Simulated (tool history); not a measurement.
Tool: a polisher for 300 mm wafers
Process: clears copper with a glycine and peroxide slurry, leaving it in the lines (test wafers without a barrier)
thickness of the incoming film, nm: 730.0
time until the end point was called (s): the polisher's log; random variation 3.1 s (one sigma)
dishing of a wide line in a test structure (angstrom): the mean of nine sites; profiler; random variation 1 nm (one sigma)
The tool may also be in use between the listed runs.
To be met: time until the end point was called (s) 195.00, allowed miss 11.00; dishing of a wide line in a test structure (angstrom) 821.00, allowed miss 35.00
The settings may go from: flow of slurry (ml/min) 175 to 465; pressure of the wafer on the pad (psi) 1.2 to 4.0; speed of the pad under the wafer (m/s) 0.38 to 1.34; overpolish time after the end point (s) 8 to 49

run	day	flow of slurry (ml/min)	pressure of the wafer on the pad (psi)	speed of the pad under the wafer (m/s)	overpolish time after the end point (s)	time until the end point was called (s)	dishing of a wide line in a test structure (angstrom)
1	0.000	295	2.6	0.86	25	146.12	688.39
2	0.062	295	2.6	1.08	25	121.65	765.10
3	0.400	295	2.3	1.08	25	137.28	702.17
4	0.683	295	2.3	1.08	16	135.91	504.55
5	1.004	295	2.2	1.04	20	143.55	585.15
6	1.358	295	1.9	1.04	20	161.85	529.69
7	1.567	295	1.8	1.02	23	165.22	564.87
8	1.858	295	1.7	1.00	26	174.50	582.70
9	2.058	295	1.7	0.98	29	184.15	624.68
10	2.404	295	1.7	0.96	31	181.54	673.57
11	2.650	295	1.7	0.94	33	188.61	672.78

5 next moves are on the table. One of them brings every result within its allowed miss. Which?
A	2.896	315	1.8	0.82	26	?	?
B	2.896	310	1.8	0.82	43	?	?
C	2.896	295	1.9	0.86	49	?	?
D	2.896	345	1.7	0.86	22	?	?
E	2.896	255	1.8	0.98	23	?	?

move	time until the end point was called (s)	dishing of a wide line in a test structure (angstrom)
A	191.81	568.11
B	192.09	817.13
C	180.15	925.52
D	191.21	496.17
E	172.92	555.51
A: further off than the last run
B: meets every target
C: takes the result that was furthest off past its target
D: further off than the last run
E: further off than the last run
Move B is the one to make.
